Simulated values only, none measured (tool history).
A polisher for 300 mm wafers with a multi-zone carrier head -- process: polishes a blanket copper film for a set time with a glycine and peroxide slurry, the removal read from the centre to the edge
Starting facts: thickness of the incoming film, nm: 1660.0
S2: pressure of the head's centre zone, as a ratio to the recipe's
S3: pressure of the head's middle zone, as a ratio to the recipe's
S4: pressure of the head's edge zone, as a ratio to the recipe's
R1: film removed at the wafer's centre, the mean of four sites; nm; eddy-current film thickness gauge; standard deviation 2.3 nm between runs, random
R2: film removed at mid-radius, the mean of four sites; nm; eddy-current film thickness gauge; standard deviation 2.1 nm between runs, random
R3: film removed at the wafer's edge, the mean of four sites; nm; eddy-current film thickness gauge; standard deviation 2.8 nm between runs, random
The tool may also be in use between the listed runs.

Run 1, day 0.000: flow of slurry (ml/min) 125, S2 1.00, S3 1.00, S4 1.00, polishing time (s) 56. Result: R1 188.53 nm, R2 196.16 nm, R3 199.87 nm.
Run 2, day 0.196: flow of slurry (ml/min) 145, S2 1.05, S3 1.00, S4 1.00, polishing time (s) 56. Result: R1 211.00 nm, R2 208.50 nm, R3 205.74 nm.
Run 3, day 0.488: flow of slurry (ml/min) 145, S2 1.05, S3 1.00, S4 1.00, polishing time (s) 50. Result: R1 187.47 nm, R2 183.99 nm, R3 184.68 nm.
Run 4, day 0.779: flow of slurry (ml/min) 145, S2 1.05, S3 0.96, S4 1.00, polishing time (s) 50. Result: R1 186.61 nm, R2 181.59 nm, R3 189.01 nm.
Run 5, day 1.025: flow of slurry (ml/min) 145, S2 1.05, S3 0.96, S4 0.95, polishing time (s) 50. Result: R1 187.52 nm, R2 179.76 nm, R3 178.36 nm.
Run 6, day 1.117: flow of slurry (ml/min) 145, S2 1.05, S3 1.00, S4 0.95, polishing time (s) 50. Result: R1 191.08 nm, R2 187.07 nm, R3 180.02 nm.

For run 7, what comes out?
Run 7, day 1.479: flow of slurry (ml/min) 155, S2 1.09, S3 1.00, S4 0.98, polishing time (s) 51. Result: R1 ?, R2 ?, R3 ?.

R1: 206.74 nm
R2: 190.37 nm
R3: 189.14 nm
